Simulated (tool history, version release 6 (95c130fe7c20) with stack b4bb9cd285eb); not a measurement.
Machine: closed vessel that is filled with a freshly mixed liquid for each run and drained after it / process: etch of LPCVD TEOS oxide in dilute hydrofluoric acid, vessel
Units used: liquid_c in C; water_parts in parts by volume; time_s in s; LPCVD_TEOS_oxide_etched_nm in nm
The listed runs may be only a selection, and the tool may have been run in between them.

run  hour  liquid_c  water_parts  time_s  LPCVD_TEOS_oxide_etched_nm
  1     0        23          290     295                      26.281
  2   5.4        23          385     295                      18.103
  3  14.1      25.5          320     295                      25.289
  4    20      25.5          245     295                       35.06
  5    26      25.5          180     295                      51.339
  6    31      26.5          180     295                       53.72

What will run 7 give?
  7  37.9      26.5          180     295                           ?

{"run 7": {"LPCVD_TEOS_oxide_etched_nm": 53.925}}
